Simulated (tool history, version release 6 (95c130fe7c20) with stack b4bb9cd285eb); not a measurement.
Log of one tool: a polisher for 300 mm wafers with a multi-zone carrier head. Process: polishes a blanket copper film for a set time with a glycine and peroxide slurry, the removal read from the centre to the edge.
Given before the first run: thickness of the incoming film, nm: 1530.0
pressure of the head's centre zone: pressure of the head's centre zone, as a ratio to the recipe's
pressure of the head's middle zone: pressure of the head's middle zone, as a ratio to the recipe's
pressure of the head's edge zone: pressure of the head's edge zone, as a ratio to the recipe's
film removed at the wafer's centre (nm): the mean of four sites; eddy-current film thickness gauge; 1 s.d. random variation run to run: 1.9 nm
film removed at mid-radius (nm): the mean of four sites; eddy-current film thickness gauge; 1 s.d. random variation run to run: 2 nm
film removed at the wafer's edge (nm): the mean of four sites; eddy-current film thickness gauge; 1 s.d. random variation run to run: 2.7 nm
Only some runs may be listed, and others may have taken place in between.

| run | hour | flow of slurry (ml/min) | pressure of the head's centre zone | pressure of the head's middle zone | pressure of the head's edge zone | polishing time (s) | film removed at the wafer's centre (nm) | film removed at mid-radius (nm) | film removed at the wafer's edge (nm) |
|---|---|---|---|---|---|---|---|---|---|
| 1 | 0 | 125 | 1 | 1 | 1 | 45 | 220.87 | 228.72 | 229.5 |
| 2 | 4.9 | 140 | 1.01 | 1.02 | 1.04 | 46 | 236.83 | 248.13 | 245.86 |
| 3 | 9.5 | 140 | 1.01 | 1.02 | 1.04 | 39 | 202.17 | 209.82 | 202.84 |
| 4 | 15.4 | 140 | 1.01 | 0.96 | 1.04 | 39 | 203.25 | 199.08 | 210.67 |
| 5 | 22.8 | 140 | 1.01 | 0.96 | 1.04 | 34 | 175.01 | 173.94 | 178.43 |
| 6 | 25.3 | 145 | 1.01 | 0.98 | 1.07 | 38 | 197.58 | 199.13 | 205.37 |
| 7 | 30.6 | 150 | 1.02 | 1 | 1.09 | 41 | 220.02 | 219.54 | 222.41 |

What does the tool deliver on the next run?
| 8 | 33.8 | 155 | 1.01 | 1.01 | 1.11 | 43 | ? | ? | ? |

film removed at the wafer's centre (nm): 231.36
film removed at mid-radius (nm): 235.88
film removed at the wafer's edge (nm): 235.99
